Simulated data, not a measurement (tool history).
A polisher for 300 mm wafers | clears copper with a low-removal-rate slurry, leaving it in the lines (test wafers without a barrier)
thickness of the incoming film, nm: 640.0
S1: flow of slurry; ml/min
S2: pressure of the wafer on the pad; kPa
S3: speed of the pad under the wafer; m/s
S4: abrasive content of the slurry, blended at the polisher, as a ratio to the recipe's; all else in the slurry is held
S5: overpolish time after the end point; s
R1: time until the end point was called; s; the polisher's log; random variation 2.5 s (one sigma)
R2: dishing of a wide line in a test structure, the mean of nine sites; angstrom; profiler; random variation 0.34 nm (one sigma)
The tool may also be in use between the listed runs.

run  hour   S1    S2    S3   S4  S5      R1      R2
  1   0.0  145  26.9  1.08  1.0  10  148.73  257.93
  2   7.8  145  31.0  1.08  1.0  10  130.42  285.02
  3  14.3  145  31.0  1.08  0.8  10  134.47  282.60
  4  23.4  140  29.6  1.08  0.8  10  142.92  262.73
  5  30.8  135  28.3  1.08  0.8  10  152.29  251.27
  6  36.8  130  27.6  1.08  0.8  10  157.12  247.65

Forecast run 7:
  7  42.3  125  26.9  1.08  0.8  10   ?   ?

{"run 7": {"R1": 161.84, "R2": 241.45}}
